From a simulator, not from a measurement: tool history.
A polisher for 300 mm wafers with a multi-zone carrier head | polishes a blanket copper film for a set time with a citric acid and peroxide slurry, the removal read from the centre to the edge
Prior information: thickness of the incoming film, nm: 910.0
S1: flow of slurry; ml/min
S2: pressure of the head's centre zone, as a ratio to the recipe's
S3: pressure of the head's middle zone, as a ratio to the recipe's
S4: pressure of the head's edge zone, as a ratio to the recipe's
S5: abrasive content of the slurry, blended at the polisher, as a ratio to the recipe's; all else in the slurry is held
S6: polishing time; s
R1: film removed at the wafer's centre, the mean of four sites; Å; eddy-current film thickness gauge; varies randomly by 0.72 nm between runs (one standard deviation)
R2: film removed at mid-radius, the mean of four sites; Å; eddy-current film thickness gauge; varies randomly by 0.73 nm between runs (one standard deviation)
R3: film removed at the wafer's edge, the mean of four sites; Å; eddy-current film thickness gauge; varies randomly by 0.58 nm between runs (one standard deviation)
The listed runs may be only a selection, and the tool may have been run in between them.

run	hour	S1	S2	S3	S4	S5	S6	R1	R2	R3
1	0	235	1	1	1	1	79	1286.8	1328.7	1317
2	2.6	235	1	1	1.07	1	79	1295.2	1330.7	1373.2
3	3.7	235	0.94	1	1.07	1	79	1212.2	1334.8	1368
4	12.7	230	0.91	1.01	1.01	0.85	74	1071.5	1214.4	1208.7
5	15.6	225	0.88	1.03	0.96	0.75	69	937.32	1109.2	1071.7
6	24	220	0.87	1.05	0.92	0.7	67	874.8	1068.2	990.46
7	26	210	0.86	1.06	0.89	0.65	66	826.97	1046.7	963.75

What will run 8 give?
8	33.5	215	0.86	1.07	0.87	0.6	64	?	?	?

{"run 8": {"R1": 805.52, "R2": 998.32, "R3": 916.65}}
